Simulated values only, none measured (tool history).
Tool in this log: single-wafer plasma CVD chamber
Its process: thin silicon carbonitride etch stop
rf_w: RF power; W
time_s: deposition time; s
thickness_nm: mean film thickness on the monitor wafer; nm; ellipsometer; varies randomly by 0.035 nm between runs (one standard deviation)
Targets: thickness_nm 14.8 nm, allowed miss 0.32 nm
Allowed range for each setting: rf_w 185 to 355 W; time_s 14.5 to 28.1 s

run  hour  rf_w  time_s  thickness_nm
  1     0   270    21.3        12.592
  2   4.7   270    18.9         11.24
  3   5.3   270    16.4          9.73
  4  10.8   280    17.6        10.559
  5  16.1   280    19.5        11.661
  6  20.3   280      17         10.22
  7  27.3   290      18        10.936
  8    36   300    18.8         11.52
  9  40.6   305    19.5        12.054

5 candidate next runs follow, results not yet known. Just one meets every target within its allowed miss. Identify it.
  A  45.2   325    24.4             ?
  B  45.2   315    24.6             ?
  C  45.2   280    25.5             ?
  D  45.2   295    24.2             ?
  E  45.2   340    24.5             ?

move  thickness_nm
   A        15.417
   B        15.384
   C        15.333
   D        14.807
   E        15.712
A: carries the result that was furthest off beyond its target, to the other side
B: carries the result that was furthest off beyond its target, to the other side
C: carries the result that was furthest off beyond its target, to the other side
D: in spec on every target
E: carries the result that was furthest off beyond its target, to the other side
Correct choice: D, which meets every target

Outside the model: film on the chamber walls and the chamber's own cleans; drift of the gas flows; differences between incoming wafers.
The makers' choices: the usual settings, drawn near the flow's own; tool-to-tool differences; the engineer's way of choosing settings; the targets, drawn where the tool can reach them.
